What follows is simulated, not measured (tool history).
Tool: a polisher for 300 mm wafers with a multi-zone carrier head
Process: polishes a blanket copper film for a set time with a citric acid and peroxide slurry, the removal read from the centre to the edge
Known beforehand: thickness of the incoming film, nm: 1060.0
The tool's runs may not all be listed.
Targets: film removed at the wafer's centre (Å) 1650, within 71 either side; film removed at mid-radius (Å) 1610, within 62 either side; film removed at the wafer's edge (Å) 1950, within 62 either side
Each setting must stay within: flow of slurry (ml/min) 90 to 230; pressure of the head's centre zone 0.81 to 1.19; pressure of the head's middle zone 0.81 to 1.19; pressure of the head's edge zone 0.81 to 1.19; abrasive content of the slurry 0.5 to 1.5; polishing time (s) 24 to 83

| run | hour | flow of slurry (ml/min) | pressure of the head's centre zone | pressure of the head's middle zone | pressure of the head's edge zone | abrasive content of the slurry | polishing time (s) | film removed at the wafer's centre (Å) | film removed at mid-radius (Å) | film removed at the wafer's edge (Å) |
|---|---|---|---|---|---|---|---|---|---|---|
| 1 | 0 | 150 | 1 | 1 | 1 | 1 | 53 | 1452.5 | 1448.2 | 1504.8 |
| 2 | 8.5 | 150 | 0.93 | 1 | 1 | 1 | 53 | 1372.3 | 1439.2 | 1508.9 |
| 3 | 11 | 150 | 0.93 | 1 | 1 | 1 | 58 | 1500.8 | 1588 | 1677.4 |
| 4 | 15.6 | 150 | 1 | 1 | 1 | 1 | 58 | 1600 | 1615.9 | 1640.9 |
| 5 | 19.4 | 160 | 0.98 | 0.98 | 1.04 | 1.05 | 58 | 1582.8 | 1578.9 | 1708.4 |
| 6 | 25.9 | 160 | 1.05 | 0.98 | 1.04 | 1.05 | 58 | 1695.9 | 1565.3 | 1711.2 |
| 7 | 27.4 | 160 | 1.05 | 0.98 | 1.04 | 1.05 | 58 | 1685 | 1549 | 1722.2 |
| 8 | 28.4 | 165 | 1.03 | 0.98 | 1.07 | 1.1 | 58 | 1722 | 1603.1 | 1762.1 |
| 9 | 35.9 | 165 | 1 | 0.97 | 1.1 | 1.15 | 58 | 1659.6 | 1617.9 | 1809.2 |
| 10 | 40.4 | 165 | 0.99 | 0.96 | 1.12 | 1.15 | 58 | 1647.6 | 1593.8 | 1806.7 |
|  | 42.1 | worn pad replaced by a new one |
| 11 | 42.1 | 170 | 0.98 | 0.95 | 1.14 | 1.2 | 58 | 1826.6 | 1749.8 | 2091.2 |
| 12 | 46.6 | 160 | 0.97 | 0.95 | 1.14 | 1.2 | 58 | 1757.6 | 1738.4 | 2035.2 |
| 13 | 48 | 160 | 0.96 | 0.94 | 1.13 | 1.15 | 58 | 1751.4 | 1742.4 | 1986 |
| 14 | 53 | 170 | 0.96 | 0.94 | 1.14 | 1.15 | 57 | 1708.4 | 1679.1 | 1948.9 |

4 next moves are on the table. One of them brings every result within its allowed miss. Which?
| A | 58 | 200 | 0.9 | 0.89 | 1.11 | 1.15 | 56 | ? | ? | ? |
| B | 58 | 155 | 0.99 | 1.04 | 1.19 | 1.35 | 52 | ? | ? | ? |
| C | 58 | 205 | 0.91 | 1.04 | 1.19 | 1 | 56 | ? | ? | ? |
| D | 58 | 180 | 0.93 | 1 | 1.13 | 1.05 | 57 | ? | ? | ? |

| move | film removed at the wafer's centre (Å) | film removed at mid-radius (Å) | film removed at the wafer's edge (Å) |
|---|---|---|---|
| A | 1647.3 | 1623.4 | 1973.6 |
| B | 1693.6 | 1735.9 | 1931.6 |
| C | 1615.8 | 1792.4 | 1977.1 |
| D | 1673.1 | 1761 | 1963.3 |
A: every result within its allowed miss
B: the biggest miss grows against the last run
C: the biggest miss grows against the last run
D: the biggest miss grows against the last run
Answer: A
